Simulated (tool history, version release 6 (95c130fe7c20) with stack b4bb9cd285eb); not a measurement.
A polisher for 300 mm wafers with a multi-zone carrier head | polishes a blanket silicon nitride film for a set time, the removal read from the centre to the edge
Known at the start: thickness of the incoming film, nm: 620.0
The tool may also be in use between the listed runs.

run  hour  flow of slurry (ml/min)  pressure of the head's centre zone  pressure of the head's middle zone  pressure of the head's edge zone  polishing time (s)  film removed at the wafer's centre (Å)  film removed at mid-radius (Å)  film removed at the wafer's edge (Å)
  1   0.0                      140                                1.00                                1.00                              1.00                  90                                  1313.0                          1330.4                                1290.8
  2   1.1                      140                                1.00                                1.00                              1.00                  77                                  1072.4                          1124.6                                1113.8
  3   1.7                      150                                1.01                                0.97                              1.04                  86                                  1247.6                          1237.8                                1284.2
  4   6.0                      160                                1.04                                0.96                              1.07                  92                                  1414.9                          1335.1                                1438.5
      8.4  -- slurry nozzle cleaned
  5   8.4                      160                                0.98                                0.96                              1.07                  92                                  1425.8                          1420.6                                1477.6
  6  10.3                      160                                1.02                                0.96                              1.07                  92                                  1504.3                          1421.3                                1495.4
  7  12.6                      170                                1.04                                0.95                              1.10                  93                                  1530.1                          1445.7                                1537.0

Run 8 comes next. What will it give?
  8  15.7                      180                                1.06                                0.93                              1.12                  95                                       ?                               ?                                     ?

film removed at the wafer's centre (Å): 1649.8
film removed at mid-radius (Å): 1460.4
film removed at the wafer's edge (Å): 1590.4
